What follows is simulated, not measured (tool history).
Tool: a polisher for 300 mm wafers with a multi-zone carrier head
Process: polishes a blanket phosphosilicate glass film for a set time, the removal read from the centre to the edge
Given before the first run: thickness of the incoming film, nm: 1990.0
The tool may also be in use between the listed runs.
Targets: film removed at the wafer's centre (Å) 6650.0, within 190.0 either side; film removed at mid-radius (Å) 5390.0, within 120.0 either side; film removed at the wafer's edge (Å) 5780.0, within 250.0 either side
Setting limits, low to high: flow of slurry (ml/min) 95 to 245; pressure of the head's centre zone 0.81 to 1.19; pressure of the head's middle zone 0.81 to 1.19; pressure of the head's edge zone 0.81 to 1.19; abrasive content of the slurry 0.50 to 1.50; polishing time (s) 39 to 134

run    day  flow of slurry (ml/min)  pressure of the head's centre zone  pressure of the head's middle zone  pressure of the head's edge zone  abrasive content of the slurry  polishing time (s)  film removed at the wafer's centre (Å)  film removed at mid-radius (Å)  film removed at the wafer's edge (Å)
  1  0.000                      155                                1.00                                1.00                              1.00                            1.00                  86                                  7957.4                          7760.9                                7873.4
  2  0.217                      155                                1.00                                1.00                              1.00                            1.10                  86                                  8188.9                          7954.6                                8172.8
  3  0.396                      155                                1.00                                1.05                              1.00                            1.10                  86                                  8092.4                          8268.1                                8178.4
  4  0.588                      180                                1.00                                1.05                              1.00                            1.10                  86                                  8380.4                          8505.7                                8501.0
  5  0.871                      180                                1.00                                1.05                              1.06                            1.10                  86                                  8576.9                          8529.0                                8620.6
  6  1.075                      165                                1.02                                0.99                              1.02                            0.90                  85                                  7814.5                          7437.5                                7681.2
  7  1.125                      150                                1.05                                0.94                              0.98                            0.75                  84                                  7466.6                          6570.4                                6979.7
  8  1.417                      140                                1.05                                0.91                              0.93                            0.70                  84                                  7079.6                          6202.5                                6652.6
  9  1.683                      135                                1.07                                0.89                              0.90                            0.65                  84                                  7065.8                          5904.4                                6260.1
 10  1.892                      125                                1.07                                0.87                              0.88                            0.65                  84                                  6880.8                          5651.0                                6336.8
 11  2.129                      125                                1.08                                0.87                              0.86                            0.60                  84                                  6765.1                          5517.7                                5947.8

Which of these 4 next moves meets every target?
  A  2.367                      105                                1.03                                0.81                              0.98                            0.65                  88                                       ?                               ?                                     ?
  B  2.367                       95                                1.14                                0.97                              0.98                            0.85                  77                                       ?                               ?                                     ?
  C  2.367                      110                                1.09                                0.91                              0.88                            0.50                  92                                       ?                               ?                                     ?
  D  2.367                      125                                1.08                                0.88                              0.86                            0.65                  80                                       ?                               ?                                     ?

move  film removed at the wafer's centre (Å)  film removed at mid-radius (Å)  film removed at the wafer's edge (Å)
   A                                  6532.4                          5294.6                                6817.3
   B                                  6619.2                          5627.3                                6314.1
   C                                  6815.0                          5716.2                                6336.0
   D                                  6585.0                          5399.9                                6025.5
A: puts the biggest miss on target and leaves a different result outside tolerance
B: lands further from the targets than the last run did
C: lands further from the targets than the last run did
D: all results land within tolerance of their targets
D meets every target.
